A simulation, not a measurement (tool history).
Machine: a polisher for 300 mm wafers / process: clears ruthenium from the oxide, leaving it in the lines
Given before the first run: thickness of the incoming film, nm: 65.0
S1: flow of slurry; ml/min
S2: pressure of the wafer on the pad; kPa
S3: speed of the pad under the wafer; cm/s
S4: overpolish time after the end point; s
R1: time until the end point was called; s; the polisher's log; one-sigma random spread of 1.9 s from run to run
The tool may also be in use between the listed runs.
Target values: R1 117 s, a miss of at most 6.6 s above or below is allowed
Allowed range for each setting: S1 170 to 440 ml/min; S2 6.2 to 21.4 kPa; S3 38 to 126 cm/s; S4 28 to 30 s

run 1 hour=0 | S1=280 S2=13.8 S3=82 S4=28 | R1=89.286
run 2 hour=4.7 | S1=280 S2=17.2 S3=82 S4=28 | R1=70.629
run 3 hour=10.7 | S1=280 S2=15.9 S3=82 S4=28 | R1=79.258
run 4 hour=16 | S1=280 S2=13.1 S3=82 S4=28 | R1=91.221
run 5 hour=24.8 | S1=280 S2=12.4 S3=82 S4=28 | R1=94.43
run 6 hour=29.6 | S1=245 S2=12.4 S3=82 S4=28 | R1=99.114
run 7 hour=33.7 | S1=240 S2=11.7 S3=82 S4=28 | R1=104.71
run 8 hour=39.9 | S1=235 S2=11.7 S3=82 S4=28 | R1=103.57
run 9 hour=43 | S1=235 S2=11.7 S3=82 S4=28 | R1=105.77
run 10 hour=46.8 | S1=230 S2=11.7 S3=82 S4=28 | R1=105.45
run 11 hour=52.8 | S1=225 S2=11.7 S3=82 S4=28 | R1=103.34

4 candidate next runs follow, results not yet known. Just one meets every target within its allowed miss. Identify it.
run A hour=58.8 | S1=215 S2=13.1 S3=66 S4=28 | R1=?
run B hour=58.8 | S1=260 S2=13.8 S3=80 S4=28 | R1=?
run C hour=58.8 | S1=270 S2=11 S3=98 S4=28 | R1=?
run D hour=58.8 | S1=290 S2=12.4 S3=94 S4=28 | R1=?

move=A R1=117.61
move=B R1=90.797
move=C R1=92.204
move=D R1=85.043
A: every result lands within tolerance
B: further off than the last run
C: further off than the last run
D: further off than the last run
The move that meets every target is A.
